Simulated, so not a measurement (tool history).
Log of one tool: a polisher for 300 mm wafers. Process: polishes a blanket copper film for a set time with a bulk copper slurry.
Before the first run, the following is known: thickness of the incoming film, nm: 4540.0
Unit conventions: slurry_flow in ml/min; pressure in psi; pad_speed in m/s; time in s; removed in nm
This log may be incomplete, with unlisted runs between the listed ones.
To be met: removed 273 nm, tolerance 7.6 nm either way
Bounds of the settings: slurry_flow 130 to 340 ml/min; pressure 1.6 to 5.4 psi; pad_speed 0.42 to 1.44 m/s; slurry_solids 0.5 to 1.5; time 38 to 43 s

run,hour,slurry_flow,pressure,pad_speed,slurry_solids,time,removed
1,0,220,3.5,0.92,1,43,485.42
2,1.3,220,3.5,0.92,0.85,43,457.41
3,3,250,3.5,0.92,0.85,43,459.43
4,5.9,250,3.1,0.92,0.85,43,412.55
5,14.8,250,2.7,0.92,0.85,43,354.71
6,23.8,250,2.5,0.92,0.85,43,328.22
7,31.8,250,2.4,0.92,0.85,43,323.13
8,37.5,250,2.3,0.92,0.85,43,308
9,44.2,250,2.2,0.92,0.85,43,292
10,52.9,250,2.2,0.92,0.85,43,295.21
11,59.4,230,1.9,0.92,0.85,43,254.63

Exactly one of the 4 candidate moves below puts every result within its allowed miss. Which one?
A,65.9,235,2.3,0.92,0.65,40,?
B,65.9,210,1.6,1.14,1.1,38,?
C,65.9,280,2.3,0.74,1.05,43,?
D,65.9,180,1.8,1.04,0.8,43,?

move,removed
A,258.64
B,253.96
C,271.67
D,258.18
A: moves toward the targets from the last run without getting all of them in spec
B: roughly where the last run was
C: meets every target
D: moves toward the targets from the last run without getting all of them in spec
Go with C: it meets all targets.
